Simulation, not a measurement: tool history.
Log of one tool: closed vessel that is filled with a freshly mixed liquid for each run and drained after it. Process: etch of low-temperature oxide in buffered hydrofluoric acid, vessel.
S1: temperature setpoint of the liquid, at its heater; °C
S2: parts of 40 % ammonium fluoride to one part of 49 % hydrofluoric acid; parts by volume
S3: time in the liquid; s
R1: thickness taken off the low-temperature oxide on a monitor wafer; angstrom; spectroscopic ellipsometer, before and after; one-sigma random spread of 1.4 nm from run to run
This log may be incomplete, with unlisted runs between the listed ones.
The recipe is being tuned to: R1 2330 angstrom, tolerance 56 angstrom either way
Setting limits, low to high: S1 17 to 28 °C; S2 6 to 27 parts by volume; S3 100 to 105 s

Run 1, hour 0: S1 20 °C, S2 16.5 parts by volume, S3 100 s. Result: R1 1389.1 angstrom.
Run 2, hour 2.6: S1 18 °C, S2 16.5 parts by volume, S3 100 s. Result: R1 1244.7 angstrom.
Run 3, hour 5.1: S1 20 °C, S2 16 parts by volume, S3 100 s. Result: R1 1427.1 angstrom.
Run 4, hour 6.5: S1 22.5 °C, S2 16 parts by volume, S3 100 s. Result: R1 1663.2 angstrom.
Run 5, hour 13.3: S1 23.5 °C, S2 16 parts by volume, S3 100 s. Result: R1 1737.1 angstrom.
Run 6, hour 17: S1 24.5 °C, S2 16 parts by volume, S3 100 s. Result: R1 1840.3 angstrom.
Run 7, hour 21.4: S1 25 °C, S2 16 parts by volume, S3 100 s. Result: R1 1883.6 angstrom.
Run 8, hour 25.3: S1 25.5 °C, S2 16 parts by volume, S3 100 s. Result: R1 1947.3 angstrom.
Run 9, hour 26: S1 26 °C, S2 16 parts by volume, S3 100 s. Result: R1 2006.4 angstrom.
Run 10, hour 27.4: S1 26.5 °C, S2 16 parts by volume, S3 100 s. Result: R1 2060.2 angstrom.
Run 11, hour 31.2: S1 27 °C, S2 16 parts by volume, S3 100 s. Result: R1 2104.7 angstrom.
Run 12, hour 39: S1 27.5 °C, S2 15.5 parts by volume, S3 100 s. Result: R1 2240.2 angstrom.

Pick the move, out of 4, that brings all results within their allowed miss; only one does.
Run A, hour 46.8: S1 26 °C, S2 15 parts by volume, S3 105 s. Result: R1 ?.
Run B, hour 46.8: S1 27 °C, S2 16.5 parts by volume, S3 105 s. Result: R1 ?.
Run C, hour 46.8: S1 28 °C, S2 17 parts by volume, S3 100 s. Result: R1 ?.
Run D, hour 46.8: S1 28 °C, S2 16 parts by volume, S3 105 s. Result: R1 ?.

move      R1
   A  2222.5
   B  2135.7
   C  2083.6
   D  2322.1
A: its largest miss is bigger than the last run's
B: its largest miss is bigger than the last run's
C: its largest miss is bigger than the last run's
D: in spec on every target
D meets every target.
